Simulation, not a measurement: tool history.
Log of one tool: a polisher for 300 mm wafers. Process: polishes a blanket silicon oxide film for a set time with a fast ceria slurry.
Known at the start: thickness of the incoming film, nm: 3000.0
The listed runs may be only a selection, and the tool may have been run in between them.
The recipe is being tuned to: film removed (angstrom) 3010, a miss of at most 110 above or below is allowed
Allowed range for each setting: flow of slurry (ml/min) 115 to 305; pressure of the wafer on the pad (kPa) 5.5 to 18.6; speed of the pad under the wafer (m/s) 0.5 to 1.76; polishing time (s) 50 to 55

run  hour  flow of slurry (ml/min)  pressure of the wafer on the pad (kPa)  speed of the pad under the wafer (m/s)  polishing time (s)  film removed (angstrom)
  1     0                      195                                    11.7                                    1.12                  55                   5716.5
  2   4.7                      230                                    11.7                                    1.12                  55                   5912.8
  3  13.6                      220                                     9.7                                    1.08                  55                   4667.6
  4  21.4                      215                                     8.3                                    1.06                  55                   4008.2
  5  25.7                      215                                     8.3                                    1.06                  50                     3745
  6  33.7                      210                                     7.6                                    1.06                  50                   3379.9
  7  40.1                      195                                     7.6                                    1.06                  50                   3282.8
  8  46.6                      195                                     7.6                                    1.06                  50                     3282
  9  48.5                      185                                     7.6                                    1.06                  50                   3289.6
 10  50.7                      175                                     7.6                                    1.06                  50                   3243.5
 11    56                      165                                     7.6                                    1.06                  50                   3224.1

Exercise: of the 4 proposed moves below, exactly one satisfies all targets within the stated allowed misses. Which move is it?
  A  61.3                      130                                     6.9                                    1.16                  50                        ?
  B  61.3                      175                                     8.3                                    0.98                  52                        ?
  C  61.3                      165                                     6.9                                     1.2                  53                        ?
  D  61.3                      150                                     7.6                                    1.06                  53                        ?

move  film removed (angstrom)
   A                   2979.6
   B                   3543.7
   C                   3387.2
   D                   3380.8
A: all results land within tolerance of their targets
B: the biggest miss grows against the last run
C: the biggest miss grows against the last run
D: the biggest miss grows against the last run
A is the move that brings every result within its allowed miss.

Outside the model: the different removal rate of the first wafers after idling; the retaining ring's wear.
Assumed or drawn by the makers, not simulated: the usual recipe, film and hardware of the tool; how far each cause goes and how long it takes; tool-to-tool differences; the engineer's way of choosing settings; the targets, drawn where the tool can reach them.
